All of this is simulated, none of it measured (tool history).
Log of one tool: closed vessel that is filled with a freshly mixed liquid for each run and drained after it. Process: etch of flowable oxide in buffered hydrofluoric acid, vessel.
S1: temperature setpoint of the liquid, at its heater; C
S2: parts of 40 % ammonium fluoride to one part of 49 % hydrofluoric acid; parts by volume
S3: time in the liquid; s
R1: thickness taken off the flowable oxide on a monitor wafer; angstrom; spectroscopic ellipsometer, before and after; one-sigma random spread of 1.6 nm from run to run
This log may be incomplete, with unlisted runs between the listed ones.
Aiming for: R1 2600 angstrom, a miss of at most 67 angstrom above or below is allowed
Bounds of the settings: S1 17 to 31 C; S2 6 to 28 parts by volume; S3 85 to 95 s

{"run": 1, "hour": 0.0, "S1": 23, "S2": 17, "S3": 85, "R1": 1634.3}
{"run": 2, "hour": 6.8, "S1": 23, "S2": 17, "S3": 85, "R1": 1644.2}
{"run": 3, "hour": 13.0, "S1": 24, "S2": 17, "S3": 85, "R1": 1703.9}
{"run": 4, "hour": 17.9, "S1": 25, "S2": 16.5, "S3": 85, "R1": 1887}
{"run": 5, "hour": 18.5, "S1": 25.5, "S2": 16.5, "S3": 85, "R1": 1932.9}
{"run": 6, "hour": 24.1, "S1": 25.5, "S2": 14.5, "S3": 85, "R1": 2188.1}
{"run": 7, "hour": 30.7, "S1": 26, "S2": 14.5, "S3": 85, "R1": 2234.3}
{"run": 8, "hour": 33.5, "S1": 29.5, "S2": 14.5, "S3": 85, "R1": 2724.8}

Of the 5 settings listed for the next run, only one would bring every result within its allowed miss of target. Which one?
{"run": "A", "hour": 36.3, "S1": 27, "S2": 13, "S3": 90, "R1": "?"}
{"run": "B", "hour": 36.3, "S1": 29.5, "S2": 16, "S3": 95, "R1": "?"}
{"run": "C", "hour": 36.3, "S1": 29.5, "S2": 15, "S3": 85, "R1": "?"}
{"run": "D", "hour": 36.3, "S1": 28.5, "S2": 13, "S3": 90, "R1": "?"}
{"run": "E", "hour": 36.3, "S1": 29, "S2": 13.5, "S3": 90, "R1": "?"}

move=A R1=2778.7
move=B R1=2733.1
move=C R1=2605.2
move=D R1=3009.9
move=E R1=2978.6
A: misses by more than the last run did
B: misses by more than the last run did
C: all results land within tolerance of their targets
D: misses by more than the last run did
E: misses by more than the last run did
Correct choice: C, which meets every target
